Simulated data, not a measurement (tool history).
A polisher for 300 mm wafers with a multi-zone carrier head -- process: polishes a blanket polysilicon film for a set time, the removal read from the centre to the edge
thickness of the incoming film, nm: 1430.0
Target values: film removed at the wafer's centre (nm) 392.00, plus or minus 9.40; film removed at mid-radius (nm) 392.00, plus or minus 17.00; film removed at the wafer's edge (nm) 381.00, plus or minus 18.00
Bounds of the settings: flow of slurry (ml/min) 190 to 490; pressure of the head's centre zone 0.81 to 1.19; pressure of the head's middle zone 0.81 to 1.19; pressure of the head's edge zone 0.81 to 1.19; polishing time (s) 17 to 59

run,hour,flow of slurry (ml/min),pressure of the head's centre zone,pressure of the head's middle zone,pressure of the head's edge zone,polishing time (s),film removed at the wafer's centre (nm),film removed at mid-radius (nm),film removed at the wafer's edge (nm)
1,0.0,315,1.00,1.00,1.00,38,275.42,272.31,265.39
2,9.0,315,1.00,1.07,1.00,38,269.70,288.77,265.85
3,14.9,315,1.00,1.07,1.00,42,304.43,317.38,295.55
4,22.6,315,1.00,1.07,1.00,46,333.47,349.60,325.51
5,29.3,315,1.00,1.14,1.00,46,334.13,372.50,325.72
6,33.0,315,1.00,1.14,1.07,46,330.03,380.93,331.40
7,33.9,315,1.01,1.13,1.08,47,341.64,379.51,337.52
8,37.6,315,1.01,1.12,1.09,48,348.28,378.87,357.15
9,42.2,320,1.02,1.12,1.09,48,353.69,381.91,347.27

Exactly one of the 4 candidate moves below puts every result within its allowed miss. Which one?
A,46.8,310,1.04,1.06,1.07,52,?,?,?
B,46.8,285,0.83,1.12,1.18,52,?,?,?
C,46.8,380,1.08,0.94,1.13,53,?,?,?
D,46.8,320,1.00,1.19,1.04,45,?,?,?

move,film removed at the wafer's centre (nm),film removed at mid-radius (nm),film removed at the wafer's edge (nm)
A,385.70,396.37,386.06
B,305.25,413.29,403.62
C,414.35,370.04,409.48
D,321.95,379.81,329.41
A: every result lands within tolerance
B: lands further from the targets than the last run did
C: pushes the last run's worst result past its target
D: lands further from the targets than the last run did
Move A is the one to make.
